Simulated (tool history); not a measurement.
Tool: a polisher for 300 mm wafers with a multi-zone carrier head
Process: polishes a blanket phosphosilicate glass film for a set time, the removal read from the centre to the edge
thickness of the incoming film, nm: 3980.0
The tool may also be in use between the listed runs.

| run | day | flow of slurry (ml/min) | pressure of the head's centre zone | pressure of the head's middle zone | pressure of the head's edge zone | abrasive content of the slurry | polishing time (s) | film removed at the wafer's centre (angstrom) | film removed at mid-radius (angstrom) | film removed at the wafer's edge (angstrom) |
|---|---|---|---|---|---|---|---|---|---|---|
| 1 | 0 | 125 | 1 | 1 | 1 | 1 | 51 | 3453.9 | 3405.7 | 3476.4 |
| 2 | 0.138 | 125 | 1 | 0.92 | 1 | 1 | 51 | 3429.3 | 3201.9 | 3404.2 |
| 3 | 0.4 | 135 | 1.02 | 0.95 | 1.02 | 1.05 | 51 | 3651.2 | 3437.9 | 3602.7 |
| 4 | 0.612 | 140 | 1.04 | 0.97 | 1.04 | 1.1 | 51 | 3744 | 3587.3 | 3720.7 |
| 5 | 0.846 | 140 | 1.04 | 0.97 | 1.04 | 1.1 | 59 | 4391.2 | 4107.8 | 4347.6 |
| 6 | 1.179 | 140 | 0.96 | 0.97 | 1.04 | 1.1 | 59 | 4116.6 | 4126.3 | 4282.8 |
| 7 | 1.254 | 145 | 0.98 | 0.97 | 1.03 | 1.1 | 59 | 4166.7 | 4228.1 | 4369.1 |
| 8 | 1.317 | 180 | 1.08 | 0.93 | 0.93 | 1.05 | 59 | 4620.8 | 4110.6 | 4195.9 |
| 9 | 1.683 | 180 | 1.09 | 0.94 | 0.94 | 1.05 | 59 | 4692 | 4142.5 | 4214 |
| 10 | 1.729 | 180 | 1.09 | 0.95 | 0.95 | 1.05 | 59 | 4695.4 | 4186.2 | 4206.3 |
| 11 | 2.042 | 180 | 1.09 | 0.96 | 0.97 | 1.05 | 59 | 4697.1 | 4207.1 | 4313.5 |
| 12 | 2.088 | 180 | 1.1 | 0.97 | 0.97 | 1.05 | 59 | 4768.3 | 4305.9 | 4297.2 |

The next listed run, before its measurement:
| 13 | 2.392 | 180 | 1.1 | 0.97 | 0.98 | 1.05 | 59 | ? | ? | ? |

{"run 13": {"film removed at the wafer's centre (angstrom)": 4771.7, "film removed at mid-radius (angstrom)": 4252.9, "film removed at the wafer's edge (angstrom)": 4299.8}}
